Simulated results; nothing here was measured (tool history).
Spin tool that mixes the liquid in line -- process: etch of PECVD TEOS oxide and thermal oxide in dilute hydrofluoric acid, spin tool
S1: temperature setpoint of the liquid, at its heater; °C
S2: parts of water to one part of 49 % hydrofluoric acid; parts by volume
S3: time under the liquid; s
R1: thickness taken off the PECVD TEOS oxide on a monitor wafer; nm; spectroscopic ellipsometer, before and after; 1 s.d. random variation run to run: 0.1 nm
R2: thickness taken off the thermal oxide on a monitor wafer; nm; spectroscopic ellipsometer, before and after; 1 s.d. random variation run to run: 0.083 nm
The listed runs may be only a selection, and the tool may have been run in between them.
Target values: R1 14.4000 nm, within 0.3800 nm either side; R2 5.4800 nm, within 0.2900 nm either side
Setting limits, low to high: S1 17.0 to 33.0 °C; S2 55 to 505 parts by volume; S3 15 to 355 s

| run | hour | S1 | S2 | S3 | R1 | R2 |
|---|---|---|---|---|---|---|
| 1 | 0.0 | 25.0 | 280 | 180 | 7.7963 | 2.9433 |
| 2 | 6.5 | 25.0 | 350 | 180 | 5.8277 | 2.2131 |
| 3 | 13.6 | 25.0 | 390 | 180 | 5.0003 | 1.9352 |
| 4 | 22.5 | 26.0 | 365 | 180 | 5.7108 | 2.1949 |
|  | 27.7 | hydrofluoric acid flow meter replaced |
| 5 | 27.7 | 26.0 | 455 | 180 | 3.6789 | 1.4371 |
| 6 | 33.7 | 23.5 | 455 | 180 | 3.4743 | 1.3309 |
| 7 | 38.2 | 24.5 | 425 | 180 | 3.8922 | 1.4685 |
| 8 | 43.2 | 25.5 | 400 | 180 | 4.3447 | 1.6630 |
| 9 | 47.6 | 26.0 | 370 | 180 | 4.9843 | 1.9274 |
| 10 | 54.9 | 26.0 | 340 | 180 | 5.6072 | 2.0673 |
| 11 | 63.2 | 25.0 | 315 | 180 | 5.9334 | 2.2545 |
| 12 | 68.7 | 26.0 | 295 | 180 | 6.7183 | 2.5357 |
| 13 | 74.5 | 26.0 | 270 | 180 | 7.5437 | 2.7796 |
| 14 | 81.0 | 25.0 | 250 | 180 | 8.0331 | 3.0365 |
| 15 | 89.2 | 25.0 | 230 | 180 | 8.8150 | 3.4924 |

Exactly one of the 4 candidate moves below puts every result within its allowed miss. Which one?
| A | 97.4 | 32.5 | 200 | 255 | ? | ? |
| B | 97.4 | 27.5 | 190 | 195 | ? | ? |
| C | 97.4 | 29.0 | 235 | 240 | ? | ? |
| D | 97.4 | 26.5 | 205 | 240 | ? | ? |

| move | R1 | R2 |
|---|---|---|
| A | 19.5290 | 7.6236 |
| B | 13.3800 | 5.2234 |
| C | 13.3150 | 5.1977 |
| D | 14.4740 | 5.6501 |
A: carries the result that was furthest off beyond its target, to the other side
B: moves toward the targets from the last run without getting all of them in spec
C: moves toward the targets from the last run without getting all of them in spec
D: hits every target within its allowed miss
The move that meets every target is D.

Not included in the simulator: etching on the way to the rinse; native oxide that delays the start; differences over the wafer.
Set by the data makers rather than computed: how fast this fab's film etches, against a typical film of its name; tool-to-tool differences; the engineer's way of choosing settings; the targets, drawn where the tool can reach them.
